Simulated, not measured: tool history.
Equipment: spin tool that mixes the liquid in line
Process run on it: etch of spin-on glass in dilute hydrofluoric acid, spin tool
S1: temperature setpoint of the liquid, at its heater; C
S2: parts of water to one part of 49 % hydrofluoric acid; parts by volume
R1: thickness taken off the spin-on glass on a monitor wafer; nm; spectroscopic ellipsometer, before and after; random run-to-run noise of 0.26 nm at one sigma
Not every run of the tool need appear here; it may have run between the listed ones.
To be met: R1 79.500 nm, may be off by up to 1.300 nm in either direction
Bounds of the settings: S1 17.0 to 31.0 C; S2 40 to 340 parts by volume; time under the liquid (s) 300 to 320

Run 1, hour 0.0: S1 23.0 C, S2 190 parts by volume, time under the liquid (s) 300. Result: R1 46.227 nm.
Run 2, hour 1.1: S1 23.0 C, S2 135 parts by volume, time under the liquid (s) 300. Result: R1 68.947 nm.
Run 3, hour 8.2: S1 24.0 C, S2 135 parts by volume, time under the liquid (s) 300. Result: R1 71.443 nm.
Run 4, hour 12.3: S1 26.0 C, S2 135 parts by volume, time under the liquid (s) 300. Result: R1 77.167 nm.
At hour 17.2: thermometer replaced.
Run 5, hour 17.2: S1 26.0 C, S2 135 parts by volume, time under the liquid (s) 300. Result: R1 83.737 nm.
Run 6, hour 19.9: S1 26.0 C, S2 180 parts by volume, time under the liquid (s) 300. Result: R1 59.156 nm.
Run 7, hour 27.1: S1 27.5 C, S2 180 parts by volume, time under the liquid (s) 300. Result: R1 62.517 nm.
Run 8, hour 34.3: S1 28.5 C, S2 175 parts by volume, time under the liquid (s) 300. Result: R1 67.189 nm.
Run 9, hour 35.0: S1 29.0 C, S2 175 parts by volume, time under the liquid (s) 300. Result: R1 68.422 nm.
Run 10, hour 40.8: S1 29.5 C, S2 170 parts by volume, time under the liquid (s) 300. Result: R1 71.991 nm.
Run 11, hour 48.1: S1 30.0 C, S2 170 parts by volume, time under the liquid (s) 300. Result: R1 73.595 nm.
Run 12, hour 51.3: S1 30.5 C, S2 170 parts by volume, time under the liquid (s) 300. Result: R1 74.867 nm.

Of the 4 settings listed for the next run, only one would bring every result within its allowed miss of target. Which one?
Run A, hour 54.5: S1 31.0 C, S2 185 parts by volume, time under the liquid (s) 320. Result: R1 ?.
Run B, hour 54.5: S1 30.5 C, S2 175 parts by volume, time under the liquid (s) 320. Result: R1 ?.
Run C, hour 54.5: S1 28.5 C, S2 165 parts by volume, time under the liquid (s) 320. Result: R1 ?.
Run D, hour 54.5: S1 31.0 C, S2 170 parts by volume, time under the liquid (s) 315. Result: R1 ?.

move      R1
   A  72.438
   B  76.225
   C  76.249
   D  79.114
A: the biggest miss grows against the last run
B: nearer than the last run, and not there yet
C: nearer than the last run, and not there yet
D: all results land within tolerance of their targets
D meets every target.
